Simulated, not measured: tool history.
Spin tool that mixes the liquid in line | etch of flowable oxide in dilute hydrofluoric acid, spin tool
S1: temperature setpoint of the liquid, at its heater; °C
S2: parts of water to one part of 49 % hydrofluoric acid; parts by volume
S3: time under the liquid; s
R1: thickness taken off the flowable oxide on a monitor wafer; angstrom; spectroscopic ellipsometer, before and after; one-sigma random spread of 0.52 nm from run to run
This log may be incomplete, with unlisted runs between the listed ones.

run	hour	S1	S2	S3	R1
1	0	23	85	100	547.19
2	1.8	23	85	100	545.82
3	2.5	25.5	80	100	649.53
4	11.5	25.5	100	100	503.09
5	19.8	25.5	100	105	529.48
6	25.1	27	95	105	589
7	29.3	28	90	105	652.64
8	32.9	29	85	105	731.23
9	38.9	29.5	80	105	790.01

What will run 10 give?
10	47.7	30	80	105	?

R1: 811.31 angstrom

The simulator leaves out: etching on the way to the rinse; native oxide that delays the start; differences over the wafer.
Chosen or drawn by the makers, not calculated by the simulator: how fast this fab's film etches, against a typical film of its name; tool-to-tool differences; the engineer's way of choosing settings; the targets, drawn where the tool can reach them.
